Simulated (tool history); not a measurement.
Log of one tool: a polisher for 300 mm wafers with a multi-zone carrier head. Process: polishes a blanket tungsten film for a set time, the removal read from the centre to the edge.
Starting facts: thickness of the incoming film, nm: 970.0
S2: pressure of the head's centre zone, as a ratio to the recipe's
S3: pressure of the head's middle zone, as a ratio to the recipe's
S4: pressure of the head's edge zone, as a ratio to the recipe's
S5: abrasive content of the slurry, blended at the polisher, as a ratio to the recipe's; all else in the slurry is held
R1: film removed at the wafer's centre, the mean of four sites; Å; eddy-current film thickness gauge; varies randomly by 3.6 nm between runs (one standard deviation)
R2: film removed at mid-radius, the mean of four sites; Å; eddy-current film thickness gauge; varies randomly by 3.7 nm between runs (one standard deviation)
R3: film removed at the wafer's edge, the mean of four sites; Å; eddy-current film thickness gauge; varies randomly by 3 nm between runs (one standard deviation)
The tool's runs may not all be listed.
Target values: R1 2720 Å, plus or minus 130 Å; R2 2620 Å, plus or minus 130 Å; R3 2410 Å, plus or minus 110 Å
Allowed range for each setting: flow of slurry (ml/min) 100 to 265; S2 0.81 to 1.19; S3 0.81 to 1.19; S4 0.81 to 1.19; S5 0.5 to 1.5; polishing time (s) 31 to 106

run 1 day=0 | flow_of_slurry_(ml/min)=170 S2=1 S3=1 S4=1 S5=1 polishing_time_(s)=68 | R1=2635.4 R2=2925.3 R3=2941.9
run 2 day=0.308 | flow_of_slurry_(ml/min)=170 S2=1.04 S3=1 S4=0.95 S5=0.9 polishing_time_(s)=67 | R1=2715.7 R2=2747.6 R3=2799.6
run 3 day=0.646 | flow_of_slurry_(ml/min)=170 S2=1.06 S3=1.03 S4=0.91 S5=0.85 polishing_time_(s)=66 | R1=2644.1 R2=2729.8 R3=2697.4
run 4 day=0.671 | flow_of_slurry_(ml/min)=175 S2=1.1 S3=1.06 S4=0.88 S5=0.8 polishing_time_(s)=65 | R1=2611.3 R2=2794.1 R3=2623.2
run 5 day=1.029 | flow_of_slurry_(ml/min)=205 S2=1.1 S3=1.06 S4=0.88 S5=0.8 polishing_time_(s)=65 | R1=2779.6 R2=2891.1 R3=2608
run 6 day=1.217 | flow_of_slurry_(ml/min)=205 S2=1.1 S3=1.06 S4=0.88 S5=0.95 polishing_time_(s)=65 | R1=2822.1 R2=2911.8 R3=2753.3
run 7 day=1.362 | flow_of_slurry_(ml/min)=205 S2=1.11 S3=1.04 S4=0.87 S5=0.85 polishing_time_(s)=65 | R1=2816 R2=2859.5 R3=2701.6
run 8 day=1.421 | flow_of_slurry_(ml/min)=210 S2=1.13 S3=1.03 S4=0.86 S5=0.75 polishing_time_(s)=64 | R1=2682.7 R2=2659.9 R3=2552.6
run 9 day=1.583 | flow_of_slurry_(ml/min)=220 S2=1.15 S3=1.04 S4=0.85 S5=0.7 polishing_time_(s)=64 | R1=2696.9 R2=2627 R3=2544.9

Which single option among these 5 for the next run brings every result within its allowed miss of target? Just one does.
run A day=1.746 | flow_of_slurry_(ml/min)=190 S2=1.14 S3=1.06 S4=0.86 S5=0.5 polishing_time_(s)=61 | R1=? R2=? R3=?
run B day=1.746 | flow_of_slurry_(ml/min)=195 S2=1.07 S3=0.91 S4=0.94 S5=0.75 polishing_time_(s)=58 | R1=? R2=? R3=?
run C day=1.746 | flow_of_slurry_(ml/min)=225 S2=1.11 S3=1.01 S4=0.87 S5=0.6 polishing_time_(s)=68 | R1=? R2=? R3=?
run D day=1.746 | flow_of_slurry_(ml/min)=245 S2=1.19 S3=1.06 S4=0.83 S5=0.95 polishing_time_(s)=57 | R1=? R2=? R3=?
run E day=1.746 | flow_of_slurry_(ml/min)=200 S2=1.14 S3=0.93 S4=0.92 S5=0.65 polishing_time_(s)=70 | R1=? R2=? R3=?

move=A R1=2304 R2=2438.5 R3=2206.2
move=B R1=2256.8 R2=2285 R3=2350.2
move=C R1=2669.8 R2=2795.5 R3=2609.1
move=D R1=2678.5 R2=2710 R3=2410.4
move=E R1=2816.3 R2=2721.8 R3=2740.8
A: pushes the last run's worst result past its target
B: puts the biggest miss on target and leaves a different result outside tolerance
C: misses by more than the last run did
D: each result inside its tolerance
E: misses by more than the last run did
Answer: D
